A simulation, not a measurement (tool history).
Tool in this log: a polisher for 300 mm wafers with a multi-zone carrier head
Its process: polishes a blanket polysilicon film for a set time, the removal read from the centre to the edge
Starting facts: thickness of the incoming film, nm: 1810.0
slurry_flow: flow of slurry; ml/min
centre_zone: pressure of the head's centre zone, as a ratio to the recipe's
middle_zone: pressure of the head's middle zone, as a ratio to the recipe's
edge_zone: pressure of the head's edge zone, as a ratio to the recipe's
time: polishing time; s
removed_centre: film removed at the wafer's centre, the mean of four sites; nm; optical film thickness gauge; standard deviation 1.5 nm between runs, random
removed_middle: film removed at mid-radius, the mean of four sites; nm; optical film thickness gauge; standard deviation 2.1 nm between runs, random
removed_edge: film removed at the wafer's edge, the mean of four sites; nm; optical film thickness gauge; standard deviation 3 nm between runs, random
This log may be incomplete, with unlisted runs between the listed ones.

{"run": 1, "hour": 0.0, "slurry_flow": 275, "centre_zone": 1, "middle_zone": 1, "edge_zone": 1, "time": 39, "removed_centre": 277.89, "removed_middle": 302.07, "removed_edge": 296.69}
{"run": 2, "hour": 5.1, "slurry_flow": 275, "centre_zone": 1.03, "middle_zone": 1, "edge_zone": 1, "time": 39, "removed_centre": 287.99, "removed_middle": 293.46, "removed_edge": 308.02}
{"run": 3, "hour": 7.9, "slurry_flow": 275, "centre_zone": 1.06, "middle_zone": 1, "edge_zone": 1, "time": 39, "removed_centre": 294.12, "removed_middle": 295.74, "removed_edge": 310.28}
{"run": 4, "hour": 9.1, "slurry_flow": 270, "centre_zone": 1.05, "middle_zone": 0.97, "edge_zone": 0.97, "time": 37, "removed_centre": 278.33, "removed_middle": 269.61, "removed_edge": 284.46}
{"run": 5, "hour": 16.4, "slurry_flow": 270, "centre_zone": 1.05, "middle_zone": 0.97, "edge_zone": 0.91, "time": 37, "removed_centre": 279.29, "removed_middle": 270.8, "removed_edge": 279.7}
{"run": 6, "hour": 20.6, "slurry_flow": 270, "centre_zone": 1.05, "middle_zone": 1.03, "edge_zone": 0.91, "time": 37, "removed_centre": 280.16, "removed_middle": 287.45, "removed_edge": 276.59}
{"run": 7, "hour": 21.8, "slurry_flow": 265, "centre_zone": 1.04, "middle_zone": 1, "edge_zone": 0.9, "time": 36, "removed_centre": 266.49, "removed_middle": 272.9, "removed_edge": 268.03}
{"hour": 25.0, "done": "centre zone pressure recalibrated"}
{"run": 8, "hour": 25.0, "slurry_flow": 265, "centre_zone": 1.04, "middle_zone": 0.97, "edge_zone": 0.89, "time": 35, "removed_centre": 290.84, "removed_middle": 260.1, "removed_edge": 252.28}
{"run": 9, "hour": 31.9, "slurry_flow": 260, "centre_zone": 1.05, "middle_zone": 0.98, "edge_zone": 0.92, "time": 33, "removed_centre": 277.84, "removed_middle": 241.63, "removed_edge": 240.4}
{"run": 10, "hour": 35.1, "slurry_flow": 290, "centre_zone": 1.01, "middle_zone": 0.96, "edge_zone": 0.97, "time": 31, "removed_centre": 251.26, "removed_middle": 227.55, "removed_edge": 242.41}
{"run": 11, "hour": 40.1, "slurry_flow": 290, "centre_zone": 0.98, "middle_zone": 0.95, "edge_zone": 0.98, "time": 30, "removed_centre": 237.7, "removed_middle": 218.78, "removed_edge": 234.44}
{"run": 12, "hour": 49.0, "slurry_flow": 285, "centre_zone": 0.96, "middle_zone": 0.94, "edge_zone": 0.98, "time": 30, "removed_centre": 229.23, "removed_middle": 214.17, "removed_edge": 230.48}
{"run": 13, "hour": 51.9, "slurry_flow": 285, "centre_zone": 0.96, "middle_zone": 0.94, "edge_zone": 0.98, "time": 30, "removed_centre": 227.65, "removed_middle": 219.31, "removed_edge": 227.94}
{"run": 14, "hour": 57.6, "slurry_flow": 275, "centre_zone": 0.95, "middle_zone": 0.92, "edge_zone": 0.98, "time": 30, "removed_centre": 227.69, "removed_middle": 212.07, "removed_edge": 236.19}
{"run": 15, "hour": 61.3, "slurry_flow": 290, "centre_zone": 0.95, "middle_zone": 0.91, "edge_zone": 0.89, "time": 26, "removed_centre": 200.19, "removed_middle": 183.27, "removed_edge": 198.15}

What does the tool deliver on the next run?
{"run": 16, "hour": 65.7, "slurry_flow": 295, "centre_zone": 0.95, "middle_zone": 0.91, "edge_zone": 0.9, "time": 26, "removed_centre": "?", "removed_middle": "?", "removed_edge": "?"}

{"run 16": {"removed_centre": 200.15, "removed_middle": 178.77, "removed_edge": 193.23}}
